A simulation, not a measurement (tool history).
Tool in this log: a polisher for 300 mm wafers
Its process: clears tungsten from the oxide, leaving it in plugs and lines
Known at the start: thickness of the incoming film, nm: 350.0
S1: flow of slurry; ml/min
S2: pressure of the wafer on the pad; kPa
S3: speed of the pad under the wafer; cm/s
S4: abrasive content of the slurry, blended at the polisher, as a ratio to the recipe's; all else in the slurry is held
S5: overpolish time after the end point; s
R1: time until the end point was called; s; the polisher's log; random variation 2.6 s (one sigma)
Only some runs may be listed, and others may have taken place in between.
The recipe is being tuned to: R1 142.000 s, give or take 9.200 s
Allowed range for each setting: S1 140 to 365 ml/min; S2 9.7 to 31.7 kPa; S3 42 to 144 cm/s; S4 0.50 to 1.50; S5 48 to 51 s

Run 1, hour 0.0: S1 235 ml/min, S2 20.7 kPa, S3 92 cm/s, S4 1.00, S5 48 s. Result: R1 108.090 s.
Run 2, hour 1.8: S1 235 ml/min, S2 24.8 kPa, S3 92 cm/s, S4 1.00, S5 48 s. Result: R1 89.233 s.
Run 3, hour 10.3: S1 235 ml/min, S2 24.8 kPa, S3 92 cm/s, S4 1.15, S5 48 s. Result: R1 88.429 s.
Run 4, hour 11.9: S1 235 ml/min, S2 26.9 kPa, S3 92 cm/s, S4 1.15, S5 48 s. Result: R1 82.171 s.
At hour 15.8: slurry tank refilled with fresh slurry and peroxide.
Run 5, hour 15.8: S1 235 ml/min, S2 24.8 kPa, S3 90 cm/s, S4 1.15, S5 48 s. Result: R1 74.464 s.
Run 6, hour 17.3: S1 235 ml/min, S2 22.1 kPa, S3 90 cm/s, S4 1.15, S5 48 s. Result: R1 86.154 s.
Run 7, hour 24.6: S1 235 ml/min, S2 20.7 kPa, S3 82 cm/s, S4 1.10, S5 48 s. Result: R1 102.840 s.
Run 8, hour 25.3: S1 235 ml/min, S2 19.3 kPa, S3 80 cm/s, S4 1.10, S5 48 s. Result: R1 108.890 s.
Run 9, hour 30.1: S1 235 ml/min, S2 17.9 kPa, S3 78 cm/s, S4 1.10, S5 48 s. Result: R1 122.660 s.
Run 10, hour 37.8: S1 235 ml/min, S2 17.2 kPa, S3 78 cm/s, S4 1.10, S5 48 s. Result: R1 126.610 s.

Of the 5 settings listed for the next run, only one would bring every result within its allowed miss of target. Which one?
Run A, hour 45.5: S1 250 ml/min, S2 19.3 kPa, S3 78 cm/s, S4 1.15, S5 50 s. Result: R1 ?.
Run B, hour 45.5: S1 200 ml/min, S2 16.5 kPa, S3 70 cm/s, S4 1.15, S5 48 s. Result: R1 ?.
Run C, hour 45.5: S1 225 ml/min, S2 13.1 kPa, S3 74 cm/s, S4 1.15, S5 48 s. Result: R1 ?.
Run D, hour 45.5: S1 220 ml/min, S2 13.1 kPa, S3 74 cm/s, S4 1.10, S5 48 s. Result: R1 ?.
Run E, hour 45.5: S1 270 ml/min, S2 17.2 kPa, S3 88 cm/s, S4 1.10, S5 48 s. Result: R1 ?.

move       R1
   A  107.840
   B  141.930
   C  166.320
   D  168.520
   E  107.510
A: further off than the last run
B: every result lands within tolerance
C: moves the result that the last run missed by most past its target, out the other side
D: moves the result that the last run missed by most past its target, out the other side
E: further off than the last run
Go with B: it meets all targets.
